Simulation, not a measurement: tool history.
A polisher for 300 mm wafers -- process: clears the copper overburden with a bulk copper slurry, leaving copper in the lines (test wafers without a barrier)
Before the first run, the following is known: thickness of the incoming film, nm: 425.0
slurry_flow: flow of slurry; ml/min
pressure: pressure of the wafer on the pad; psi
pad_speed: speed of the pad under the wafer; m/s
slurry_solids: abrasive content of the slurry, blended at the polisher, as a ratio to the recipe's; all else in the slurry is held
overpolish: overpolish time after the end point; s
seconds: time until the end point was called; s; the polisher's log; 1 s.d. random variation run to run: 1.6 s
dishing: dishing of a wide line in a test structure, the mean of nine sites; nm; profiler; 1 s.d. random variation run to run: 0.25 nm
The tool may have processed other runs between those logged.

Run 1, hour 0: slurry_flow 315 ml/min, pressure 1.9 psi, pad_speed 0.9 m/s, slurry_solids 1, overpolish 17 s. Result: seconds 66.56 s, dishing 33.132 nm.
Run 2, hour 4.5: slurry_flow 315 ml/min, pressure 1.9 psi, pad_speed 0.9 m/s, slurry_solids 0.9, overpolish 17 s. Result: seconds 72.021 s, dishing 32.694 nm.
Run 3, hour 9.7: slurry_flow 315 ml/min, pressure 1.9 psi, pad_speed 0.9 m/s, slurry_solids 0.9, overpolish 21 s. Result: seconds 71.606 s, dishing 34.893 nm.
Run 4, hour 11.1: slurry_flow 315 ml/min, pressure 1.9 psi, pad_speed 0.9 m/s, slurry_solids 0.9, overpolish 14 s. Result: seconds 68.554 s, dishing 31.407 nm.
Run 5, hour 13.9: slurry_flow 315 ml/min, pressure 1.9 psi, pad_speed 0.9 m/s, slurry_solids 0.9, overpolish 20 s. Result: seconds 71.725 s, dishing 34.348 nm.
Run 6, hour 17.1: slurry_flow 290 ml/min, pressure 1.9 psi, pad_speed 0.9 m/s, slurry_solids 0.9, overpolish 20 s. Result: seconds 73.276 s, dishing 34.358 nm.
Run 7, hour 24.4: slurry_flow 380 ml/min, pressure 1.3 psi, pad_speed 1.1 m/s, slurry_solids 0.95, overpolish 12 s. Result: seconds 84.326 s, dishing 25.688 nm.
Run 8, hour 30.2: slurry_flow 385 ml/min, pressure 1.3 psi, pad_speed 1.12 m/s, slurry_solids 0.95, overpolish 11 s. Result: seconds 82.879 s, dishing 24.933 nm.
Run 9, hour 35.9: slurry_flow 390 ml/min, pressure 1.3 psi, pad_speed 1.14 m/s, slurry_solids 0.95, overpolish 10 s. Result: seconds 86.156 s, dishing 23.739 nm.
Run 10, hour 38.5: slurry_flow 390 ml/min, pressure 1.3 psi, pad_speed 1.16 m/s, slurry_solids 0.95, overpolish 9 s. Result: seconds 84.476 s, dishing 22.744 nm.
Run 11, hour 39.6: slurry_flow 390 ml/min, pressure 1.2 psi, pad_speed 1.2 m/s, slurry_solids 0.95, overpolish 5 s. Result: seconds 83.558 s, dishing 15.315 nm.
Run 12, hour 40.7: slurry_flow 400 ml/min, pressure 1.2 psi, pad_speed 1.2 m/s, slurry_solids 0.95, overpolish 5 s. Result: seconds 86.398 s, dishing 15.525 nm.
Run 13, hour 41.4: slurry_flow 405 ml/min, pressure 1.2 psi, pad_speed 1.2 m/s, slurry_solids 0.95, overpolish 5 s. Result: seconds 86.027 s, dishing 15.342 nm.

Estimate the outcome of run 14 from the log above:
Run 14, hour 47.3: slurry_flow 400 ml/min, pressure 1.2 psi, pad_speed 1.2 m/s, slurry_solids 0.95, overpolish 6 s. Result: seconds ?, dishing ?.

{"run 14": {"seconds": 82.699, "dishing": 16.938}}

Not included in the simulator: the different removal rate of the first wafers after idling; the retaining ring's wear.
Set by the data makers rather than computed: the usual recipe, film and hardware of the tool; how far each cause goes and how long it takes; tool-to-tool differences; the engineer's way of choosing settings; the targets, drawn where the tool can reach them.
